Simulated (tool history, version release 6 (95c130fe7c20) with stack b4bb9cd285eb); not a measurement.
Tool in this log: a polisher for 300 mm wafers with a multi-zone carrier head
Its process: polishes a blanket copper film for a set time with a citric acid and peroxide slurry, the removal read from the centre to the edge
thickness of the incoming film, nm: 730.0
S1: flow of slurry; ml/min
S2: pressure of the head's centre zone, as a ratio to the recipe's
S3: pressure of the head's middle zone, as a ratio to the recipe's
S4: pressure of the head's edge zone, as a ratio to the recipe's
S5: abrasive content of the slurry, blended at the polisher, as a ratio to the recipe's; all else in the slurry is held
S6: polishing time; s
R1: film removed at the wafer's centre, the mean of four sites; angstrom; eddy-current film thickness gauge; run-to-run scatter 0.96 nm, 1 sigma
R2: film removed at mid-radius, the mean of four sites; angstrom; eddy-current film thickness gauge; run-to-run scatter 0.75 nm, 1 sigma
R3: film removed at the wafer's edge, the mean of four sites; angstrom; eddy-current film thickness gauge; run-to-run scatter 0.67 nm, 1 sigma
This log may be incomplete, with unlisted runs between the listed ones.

{"run": 1, "hour": 0.0, "S1": 165, "S2": 1, "S3": 1, "S4": 1, "S5": 1, "S6": 66, "R1": 1869.3, "R2": 1875.1, "R3": 1936.8}
{"run": 2, "hour": 5.9, "S1": 165, "S2": 1.01, "S3": 1, "S4": 0.98, "S5": 0.95, "S6": 63, "R1": 1757.3, "R2": 1772.4, "R3": 1837.1}
{"run": 3, "hour": 12.9, "S1": 170, "S2": 1.03, "S3": 1.01, "S4": 0.96, "S5": 0.9, "S6": 60, "R1": 1711.5, "R2": 1692.4, "R3": 1695.7}
{"run": 4, "hour": 15.2, "S1": 170, "S2": 1.03, "S3": 1.01, "S4": 0.96, "S5": 0.9, "S6": 69, "R1": 1951.3, "R2": 1938.8, "R3": 1947.2}
{"run": 5, "hour": 18.3, "S1": 170, "S2": 1.09, "S3": 1.01, "S4": 0.96, "S5": 0.9, "S6": 69, "R1": 2102.8, "R2": 1963.6, "R3": 1964.4}
{"run": 6, "hour": 26.0, "S1": 170, "S2": 1.09, "S3": 1.01, "S4": 0.96, "S5": 1.05, "S6": 69, "R1": 2157, "R2": 2030, "R3": 2022.5}
{"run": 7, "hour": 27.2, "S1": 170, "S2": 1.09, "S3": 1.01, "S4": 0.95, "S5": 1, "S6": 66, "R1": 2048.2, "R2": 1897.4, "R3": 1898.2}
{"run": 8, "hour": 29.0, "S1": 170, "S2": 1.09, "S3": 1.01, "S4": 0.94, "S5": 0.95, "S6": 63, "R1": 1914.8, "R2": 1798.9, "R3": 1774.6}
{"run": 9, "hour": 35.8, "S1": 170, "S2": 1.09, "S3": 1.01, "S4": 0.93, "S5": 0.9, "S6": 61, "R1": 1845.7, "R2": 1715, "R3": 1704.6}

What will run 10 give?
{"run": 10, "hour": 42.0, "S1": 175, "S2": 1.09, "S3": 1.01, "S4": 0.92, "S5": 0.85, "S6": 59, "R1": "?", "R2": "?", "R3": "?"}

R1: 1783.6 angstrom
R2: 1658.3 angstrom
R3: 1639 angstrom
